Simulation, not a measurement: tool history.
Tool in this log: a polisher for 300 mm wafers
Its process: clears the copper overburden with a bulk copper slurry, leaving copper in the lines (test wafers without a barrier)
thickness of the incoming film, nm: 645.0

run    day  flow of slurry (ml/min)  pressure of the wafer on the pad (kPa)  speed of the pad under the wafer (m/s)  abrasive content of the slurry  overpolish time after the end point (s)  time until the end point was called (s)  dishing of a wide line in a test structure (angstrom)
  1      0                      220                                    12.4                                    0.96                               1                                        9                                   126.64                                                 344.65
  2  0.262                      220                                    12.4                                    0.96                             0.8                                        9                                   127.71                                                 326.65
  3  0.308                      225                                    13.1                                    0.96                            0.75                                        9                                   122.39                                                 347.57
  4    0.6                      230                                    13.8                                    0.96                            0.75                                        9                                   116.18                                                 365.08
  5  0.671                      230                                    13.8                                    0.96                            0.75                                       11                                   114.54                                                 437.23
  6  0.821                      280                                    13.8                                    0.96                            0.75                                       11                                   113.57                                                 447.36

Expected results for the next run?
  7  0.933                      280                                    13.8                                    0.96                            0.75                                       10                                        ?                                                      ?

Run 7 yielded time until the end point was called (s) 113.75, dishing of a wide line in a test structure (angstrom) 413.65.
